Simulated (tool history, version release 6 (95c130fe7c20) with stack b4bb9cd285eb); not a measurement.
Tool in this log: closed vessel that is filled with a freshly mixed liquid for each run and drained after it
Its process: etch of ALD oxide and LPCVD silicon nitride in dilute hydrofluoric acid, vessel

run	hour	temperature setpoint of the liquid (K)	parts of water to one part of 49 % hydrofluoric acid (parts by volume)	time in the liquid (s)	thickness taken off the ALD oxide on a monitor wafer (angstrom)	thickness taken off the LPCVD silicon nitride on a monitor wafer (angstrom)
1	0.0	294.15	185	185	95.717	4.9986
2	9.3	293.15	195	185	85.693	4.6346
3	16.8	293.15	195	160	73.805	4.0282
4	21.6	290.15	195	160	66.066	3.1639
5	24.0	290.15	195	130	54.154	2.1607
6	32.6	290.15	195	130	53.766	2.5578

For run 7, what comes out?
7	40.5	294.15	190	130	?	?

Run 7 came out at thickness taken off the ALD oxide on a monitor wafer (angstrom) 64.993, thickness taken off the LPCVD silicon nitride on a monitor wafer (angstrom) 3.4779.
